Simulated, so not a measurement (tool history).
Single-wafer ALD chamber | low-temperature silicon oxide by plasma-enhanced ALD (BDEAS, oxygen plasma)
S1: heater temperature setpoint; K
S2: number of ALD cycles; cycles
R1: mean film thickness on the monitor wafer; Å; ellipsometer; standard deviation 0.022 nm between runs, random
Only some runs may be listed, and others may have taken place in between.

run 1 hour=0.0 | S1=388.15 S2=45 | R1=62.443
run 2 hour=3.2 | S1=389.15 S2=43 | R1=59.376
run 3 hour=10.2 | S1=390.15 S2=41 | R1=56.471
run 4 hour=17.1 | S1=390.15 S2=38 | R1=52.437
run 5 hour=19.5 | S1=390.15 S2=43 | R1=59.344
run 6 hour=25.7 | S1=384.15 S2=43 | R1=60.239
run 7 hour=26.6 | S1=386.15 S2=41 | R1=57.261
run 8 hour=34.0 | S1=388.15 S2=40 | R1=55.137

The next listed run, before its measurement:
run 9 hour=42.0 | S1=389.15 S2=39 | R1=?

R1: 54.131 Å
